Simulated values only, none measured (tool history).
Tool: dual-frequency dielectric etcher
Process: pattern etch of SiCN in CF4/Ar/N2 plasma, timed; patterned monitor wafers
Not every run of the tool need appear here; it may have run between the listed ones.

run	hour	source power (kW)	bias power (kW)	Ar flow (sccm)	CF4 flow (sccm)	etch time (s)	mean etch depth across the wafer (angstrom)
1	0.0	0.460	0.073	79	81	86.5	761.06
2	1.4	0.440	0.072	79	81	86.5	730.07
3	6.3	0.420	0.071	79	81	86.5	700.53
4	11.8	0.420	0.071	79	81	86.5	702.64
5	18.1	0.400	0.070	79	81	86.5	672.40
6	25.4	0.400	0.070	79	81	86.5	675.19
7	30.6	0.390	0.069	79	81	86.5	658.56
8	35.3	0.380	0.068	79	81	86.5	646.36
9	37.7	0.370	0.067	79	81	86.5	624.91

The next listed run, before its measurement:
10	43.6	0.360	0.067	79	81	86.5	?

{"run 10": {"mean etch depth across the wafer (angstrom)": 613.27}}

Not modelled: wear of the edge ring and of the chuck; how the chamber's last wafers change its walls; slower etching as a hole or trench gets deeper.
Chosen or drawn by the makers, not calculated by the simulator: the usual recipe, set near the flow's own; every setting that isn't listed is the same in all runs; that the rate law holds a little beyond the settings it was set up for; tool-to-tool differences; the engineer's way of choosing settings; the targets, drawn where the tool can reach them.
